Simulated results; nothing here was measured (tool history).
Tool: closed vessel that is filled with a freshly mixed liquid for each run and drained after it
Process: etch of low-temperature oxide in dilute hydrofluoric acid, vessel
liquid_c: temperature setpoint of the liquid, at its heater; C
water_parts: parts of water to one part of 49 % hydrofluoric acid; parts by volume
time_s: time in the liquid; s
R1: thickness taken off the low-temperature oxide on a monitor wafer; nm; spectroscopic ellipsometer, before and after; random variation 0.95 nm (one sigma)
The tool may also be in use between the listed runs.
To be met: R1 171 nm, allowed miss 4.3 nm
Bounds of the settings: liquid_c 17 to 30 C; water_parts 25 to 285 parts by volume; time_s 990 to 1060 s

{"run": 1, "hour": 0.0, "liquid_c": 22, "water_parts": 155, "time_s": 990, "R1": 74.979}
{"run": 2, "hour": 7.6, "liquid_c": 24.5, "water_parts": 130, "time_s": 990, "R1": 101.57}
{"run": 3, "hour": 11.8, "liquid_c": 23, "water_parts": 130, "time_s": 990, "R1": 95.276}
{"run": 4, "hour": 20.6, "liquid_c": 20.5, "water_parts": 130, "time_s": 990, "R1": 86.275}
{"run": 5, "hour": 28.2, "liquid_c": 23.5, "water_parts": 115, "time_s": 990, "R1": 110.75}
{"run": 6, "hour": 32.4, "liquid_c": 25.5, "water_parts": 110, "time_s": 990, "R1": 127.64}
{"run": 7, "hour": 40.3, "liquid_c": 27, "water_parts": 105, "time_s": 990, "R1": 141.69}
{"run": 8, "hour": 48.8, "liquid_c": 28, "water_parts": 105, "time_s": 990, "R1": 147.11}
{"run": 9, "hour": 57.6, "liquid_c": 28.5, "water_parts": 100, "time_s": 990, "R1": 158.36}
{"run": 10, "hour": 62.0, "liquid_c": 29, "water_parts": 100, "time_s": 990, "R1": 160.54}
{"run": 11, "hour": 64.0, "liquid_c": 29.5, "water_parts": 100, "time_s": 990, "R1": 163.69}

Which of these 4 next moves meets every target?
{"run": "A", "hour": 66.0, "liquid_c": 29, "water_parts": 100, "time_s": 1010, "R1": "?"}
{"run": "B", "hour": 66.0, "liquid_c": 26.5, "water_parts": 90, "time_s": 1015, "R1": "?"}
{"run": "C", "hour": 66.0, "liquid_c": 30, "water_parts": 105, "time_s": 1025, "R1": "?"}
{"run": "D", "hour": 66.0, "liquid_c": 29, "water_parts": 105, "time_s": 990, "R1": "?"}

move=A R1=164.7
move=B R1=169.79
move=C R1=163.94
move=D R1=152.64
A: nearer than the last run, and not there yet
B: meets every target
C: as far off as the last run
D: further off than the last run
Move B is the one to make.
